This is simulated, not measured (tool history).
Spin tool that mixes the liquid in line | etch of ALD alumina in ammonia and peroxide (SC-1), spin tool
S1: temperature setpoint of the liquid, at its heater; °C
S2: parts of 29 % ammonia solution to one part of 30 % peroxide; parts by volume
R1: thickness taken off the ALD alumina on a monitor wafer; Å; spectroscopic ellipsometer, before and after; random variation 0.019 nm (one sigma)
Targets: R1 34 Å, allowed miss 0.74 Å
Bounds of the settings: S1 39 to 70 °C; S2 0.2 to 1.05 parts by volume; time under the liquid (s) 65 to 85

Run 1, hour 0: S1 55 °C, S2 0.55 parts by volume, time under the liquid (s) 85. Result: R1 90.82 Å.
Run 2, hour 5.4: S1 60 °C, S2 0.55 parts by volume, time under the liquid (s) 85. Result: R1 118.27 Å.
Run 3, hour 13.6: S1 54.5 °C, S2 0.5 parts by volume, time under the liquid (s) 80. Result: R1 83.136 Å.
Run 4, hour 22.5: S1 50.5 °C, S2 0.5 parts by volume, time under the liquid (s) 80. Result: R1 66.589 Å.
Run 5, hour 30.9: S1 56 °C, S2 0.5 parts by volume, time under the liquid (s) 80. Result: R1 89.574 Å.
Run 6, hour 37.1: S1 51.5 °C, S2 0.45 parts by volume, time under the liquid (s) 80. Result: R1 68.882 Å.
Run 7, hour 44.1: S1 48.5 °C, S2 0.45 parts by volume, time under the liquid (s) 80. Result: R1 59.718 Å.
Run 8, hour 51: S1 46 °C, S2 0.4 parts by volume, time under the liquid (s) 80. Result: R1 50.401 Å.
Run 9, hour 52.6: S1 44 °C, S2 0.4 parts by volume, time under the liquid (s) 80. Result: R1 45.291 Å.
Run 10, hour 61: S1 42.5 °C, S2 0.4 parts by volume, time under the liquid (s) 80. Result: R1 41.505 Å.

4 next moves are on the table. One of them brings every result within its allowed miss. Which?
Run A, hour 69.4: S1 46.5 °C, S2 0.35 parts by volume, time under the liquid (s) 85. Result: R1 ?.
Run B, hour 69.4: S1 43.5 °C, S2 0.25 parts by volume, time under the liquid (s) 65. Result: R1 ?.
Run C, hour 69.4: S1 42 °C, S2 0.4 parts by volume, time under the liquid (s) 65. Result: R1 ?.
Run D, hour 69.4: S1 42 °C, S2 0.35 parts by volume, time under the liquid (s) 65. Result: R1 ?.

move      R1
   A  54.307
   B  33.892
   C  32.502
   D  32.089
A: further off than the last run
B: meets every target
C: takes the result that was furthest off past its target
D: takes the result that was furthest off past its target
The right move is B.
